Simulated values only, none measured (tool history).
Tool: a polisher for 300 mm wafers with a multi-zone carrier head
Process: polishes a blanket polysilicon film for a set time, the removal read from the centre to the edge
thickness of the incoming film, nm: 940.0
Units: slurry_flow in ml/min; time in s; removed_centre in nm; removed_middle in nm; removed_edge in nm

run,day,slurry_flow,centre_zone,middle_zone,edge_zone,time,removed_centre,removed_middle,removed_edge
1,0,260,1,1,1,52,290.88,305.37,307.72
2,0.233,260,1,1,0.96,52,292.55,298.89,302.46
3,0.3,260,1,0.98,0.94,51,287.47,295.39,291.3
4,0.508,255,1.01,0.95,0.95,50,280.21,276.55,282.61
5,0.821,255,1.01,0.89,0.95,50,282.91,266.13,287.87
6,1.188,255,1.01,0.89,0.95,61,347.97,317.92,349.46
# day 1.442: edge zone pressure recalibrated
7,1.442,250,1.01,0.88,0.93,59,334.86,311.22,322.94

The next listed run, before its measurement:
8,1.725,250,1.01,0.87,0.93,57,?,?,?

Run 8 gave removed_centre 321.38 nm, removed_middle 293.99 nm, removed_edge 318.61 nm.

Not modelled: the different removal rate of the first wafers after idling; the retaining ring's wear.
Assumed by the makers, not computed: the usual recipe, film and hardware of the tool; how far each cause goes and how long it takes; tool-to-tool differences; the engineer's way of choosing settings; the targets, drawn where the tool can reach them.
